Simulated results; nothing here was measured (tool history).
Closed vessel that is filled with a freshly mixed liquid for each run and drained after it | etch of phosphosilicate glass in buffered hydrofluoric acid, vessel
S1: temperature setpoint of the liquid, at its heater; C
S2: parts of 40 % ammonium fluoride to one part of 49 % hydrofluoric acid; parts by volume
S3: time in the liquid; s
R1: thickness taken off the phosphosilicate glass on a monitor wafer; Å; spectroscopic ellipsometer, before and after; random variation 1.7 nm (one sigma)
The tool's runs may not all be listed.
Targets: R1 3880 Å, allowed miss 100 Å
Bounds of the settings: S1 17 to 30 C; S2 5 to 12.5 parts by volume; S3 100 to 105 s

run 1 hour=0 | S1=22 S2=7.5 S3=100 | R1=4808.5
run 2 hour=9.1 | S1=22 S2=8.5 S3=100 | R1=4244
run 3 hour=12.2 | S1=21.5 S2=8.5 S3=100 | R1=4109.4
run 4 hour=15.7 | S1=18.5 S2=8.5 S3=100 | R1=3466.8
run 5 hour=19.6 | S1=17 S2=8.5 S3=100 | R1=3197.4
run 6 hour=28.3 | S1=17 S2=8.5 S3=100 | R1=3152.2
run 7 hour=30.2 | S1=18 S2=8.5 S3=100 | R1=3395.8
run 8 hour=39.2 | S1=19 S2=8.5 S3=100 | R1=3568.9
run 9 hour=46.4 | S1=19.5 S2=8.5 S3=100 | R1=3670.8
run 10 hour=54.1 | S1=20 S2=8.5 S3=100 | R1=3765

Which of these 4 next moves meets every target?
run A hour=61.8 | S1=17.5 S2=8 S3=105 | R1=?
run B hour=61.8 | S1=22 S2=10 S3=105 | R1=?
run C hour=61.8 | S1=19.5 S2=8.5 S3=100 | R1=?
run D hour=61.8 | S1=20.5 S2=8.5 S3=105 | R1=?

move=A R1=3648.1
move=B R1=3866.2
move=C R1=3642.5
move=D R1=4044.8
A: further off than the last run
B: meets every target
C: further off than the last run
D: takes the result that was furthest off past its target
The right move is B.
